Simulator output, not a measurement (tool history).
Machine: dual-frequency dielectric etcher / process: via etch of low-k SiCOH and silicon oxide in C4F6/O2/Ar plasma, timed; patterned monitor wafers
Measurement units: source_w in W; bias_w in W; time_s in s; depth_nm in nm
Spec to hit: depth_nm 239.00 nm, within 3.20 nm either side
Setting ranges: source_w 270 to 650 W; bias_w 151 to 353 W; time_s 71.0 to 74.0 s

{"run": 1, "day": 0.0, "source_w": 460, "bias_w": 252, "time_s": 71.0, "depth_nm": 179.22}
{"run": 2, "day": 0.167, "source_w": 460, "bias_w": 252, "time_s": 74.0, "depth_nm": 187.19}
{"run": 3, "day": 0.542, "source_w": 460, "bias_w": 252, "time_s": 74.0, "depth_nm": 187.08}
{"run": 4, "day": 0.783, "source_w": 460, "bias_w": 293, "time_s": 74.0, "depth_nm": 196.98}
{"day": 0.825, "done": "wet clean of the chamber"}
{"run": 5, "day": 0.825, "source_w": 490, "bias_w": 298, "time_s": 74.0, "depth_nm": 213.14}
{"run": 6, "day": 1.008, "source_w": 490, "bias_w": 298, "time_s": 71.0, "depth_nm": 204.57}
{"run": 7, "day": 1.096, "source_w": 500, "bias_w": 298, "time_s": 71.0, "depth_nm": 206.86}
{"run": 8, "day": 1.375, "source_w": 510, "bias_w": 298, "time_s": 71.0, "depth_nm": 210.13}
{"run": 9, "day": 1.546, "source_w": 520, "bias_w": 298, "time_s": 71.0, "depth_nm": 213.25}
{"run": 10, "day": 1.733, "source_w": 530, "bias_w": 298, "time_s": 71.0, "depth_nm": 214.6}
{"run": 11, "day": 1.946, "source_w": 540, "bias_w": 298, "time_s": 71.0, "depth_nm": 217.48}
{"run": 12, "day": 2.092, "source_w": 550, "bias_w": 298, "time_s": 71.0, "depth_nm": 218.32}
{"run": 13, "day": 2.121, "source_w": 560, "bias_w": 298, "time_s": 71.0, "depth_nm": 221.14}
{"run": 14, "day": 2.158, "source_w": 570, "bias_w": 298, "time_s": 71.0, "depth_nm": 223.11}
{"run": 15, "day": 2.208, "source_w": 580, "bias_w": 298, "time_s": 71.0, "depth_nm": 225.5}
{"run": 16, "day": 2.317, "source_w": 590, "bias_w": 298, "time_s": 71.0, "depth_nm": 227.12}

Of the 5 settings listed for the next run, only one would bring every result within its allowed miss of target. Which one?
{"run": "A", "day": 2.425, "source_w": 620, "bias_w": 312, "time_s": 74.0, "depth_nm": "?"}
{"run": "B", "day": 2.425, "source_w": 600, "bias_w": 298, "time_s": 74.0, "depth_nm": "?"}
{"run": "C", "day": 2.425, "source_w": 550, "bias_w": 303, "time_s": 73.5, "depth_nm": "?"}
{"run": "D", "day": 2.425, "source_w": 630, "bias_w": 314, "time_s": 72.0, "depth_nm": "?"}
{"run": "E", "day": 2.425, "source_w": 650, "bias_w": 287, "time_s": 74.0, "depth_nm": "?"}

move=A depth_nm=247.84
move=B depth_nm=239.44
move=C depth_nm=228.23
move=D depth_nm=243.76
move=E depth_nm=246.35
A: pushes the last run's worst result past its target
B: in spec on every target
C: moves toward the targets from the last run without getting all of them in spec
D: pushes the last run's worst result past its target
E: pushes the last run's worst result past its target
B is the move that brings every result within its allowed miss.
